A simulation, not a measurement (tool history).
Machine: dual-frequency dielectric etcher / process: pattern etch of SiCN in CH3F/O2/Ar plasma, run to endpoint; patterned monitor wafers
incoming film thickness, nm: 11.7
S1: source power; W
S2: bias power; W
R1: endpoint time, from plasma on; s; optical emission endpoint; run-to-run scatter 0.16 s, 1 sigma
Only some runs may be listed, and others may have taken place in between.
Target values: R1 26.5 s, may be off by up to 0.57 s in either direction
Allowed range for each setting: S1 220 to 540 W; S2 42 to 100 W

run 1 hour=0 | S1=380 S2=71 | R1=29.564
run 2 hour=7.2 | S1=410 S2=72 | R1=28.105
run 3 hour=15 | S1=420 S2=72 | R1=27.692
run 4 hour=23.6 | S1=360 S2=72 | R1=30.313
run 5 hour=24.4 | S1=310 S2=72 | R1=32.823
run 6 hour=26.4 | S1=340 S2=72 | R1=31.489
run 7 hour=35.3 | S1=370 S2=73 | R1=29.869
run 8 hour=43.3 | S1=390 S2=74 | R1=29.098
run 9 hour=49.5 | S1=410 S2=75 | R1=28.143
run 10 hour=51.1 | S1=420 S2=75 | R1=27.617
run 11 hour=55.6 | S1=430 S2=75 | R1=27.189

Consider the 5 candidate settings below. Which is the only one whose results all fall within their allowed miss of target?
run A hour=60.1 | S1=480 S2=66 | R1=?
run B hour=60.1 | S1=410 S2=80 | R1=?
run C hour=60.1 | S1=430 S2=69 | R1=?
run D hour=60.1 | S1=510 S2=69 | R1=?
run E hour=60.1 | S1=410 S2=77 | R1=?

move=A R1=26.398
move=B R1=27.287
move=C R1=27.657
move=D R1=25.312
move=E R1=27.571
A: every result lands within tolerance
B: further off than the last run
C: further off than the last run
D: carries the result that was furthest off beyond its target, to the other side
E: further off than the last run
A is the move that brings every result within its allowed miss.
